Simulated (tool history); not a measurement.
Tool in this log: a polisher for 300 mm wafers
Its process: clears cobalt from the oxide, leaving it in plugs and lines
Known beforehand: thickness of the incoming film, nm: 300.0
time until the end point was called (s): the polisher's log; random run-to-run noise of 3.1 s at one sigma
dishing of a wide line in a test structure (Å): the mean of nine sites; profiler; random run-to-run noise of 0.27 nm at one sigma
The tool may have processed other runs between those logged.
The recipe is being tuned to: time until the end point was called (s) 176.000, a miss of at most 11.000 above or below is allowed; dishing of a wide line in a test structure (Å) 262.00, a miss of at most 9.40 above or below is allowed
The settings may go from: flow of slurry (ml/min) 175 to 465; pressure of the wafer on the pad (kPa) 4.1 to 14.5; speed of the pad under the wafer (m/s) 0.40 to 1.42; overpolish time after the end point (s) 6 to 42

run	hour	flow of slurry (ml/min)	pressure of the wafer on the pad (kPa)	speed of the pad under the wafer (m/s)	overpolish time after the end point (s)	time until the end point was called (s)	dishing of a wide line in a test structure (Å)
1	0.0	295	9.0	0.90	21	76.523	413.51
2	4.2	295	7.6	0.84	21	91.173	375.35
3	8.1	355	7.6	0.84	21	88.254	372.96
4	8.9	405	7.6	0.84	21	89.424	379.76
5	15.1	405	6.9	0.76	21	103.770	336.32
6	23.2	340	6.9	0.76	21	105.980	332.56
7	28.8	340	6.2	0.70	22	121.430	313.82
8	37.3	340	5.5	0.66	23	135.730	290.33
9	37.8	340	5.5	0.64	24	139.880	292.08
10	40.2	335	4.1	0.56	25	188.340	242.18
11	41.1	335	4.1	0.56	26	192.990	258.06

Exactly one of the 4 candidate moves below puts every result within its allowed miss. Which one?
A	42.0	340	4.8	0.56	29	?	?
B	42.0	360	4.1	0.60	25	?	?
C	42.0	340	4.1	0.50	29	?	?
D	42.0	235	6.2	0.40	30	?	?

move	time until the end point was called (s)	dishing of a wide line in a test structure (Å)
A	181.090	296.28
B	184.040	261.28
C	219.830	256.02
D	220.610	262.10
A: brings the last run's worst result on target, with another outside its allowed miss
B: every result within its allowed miss
C: further off than the last run
D: further off than the last run
Answer: B

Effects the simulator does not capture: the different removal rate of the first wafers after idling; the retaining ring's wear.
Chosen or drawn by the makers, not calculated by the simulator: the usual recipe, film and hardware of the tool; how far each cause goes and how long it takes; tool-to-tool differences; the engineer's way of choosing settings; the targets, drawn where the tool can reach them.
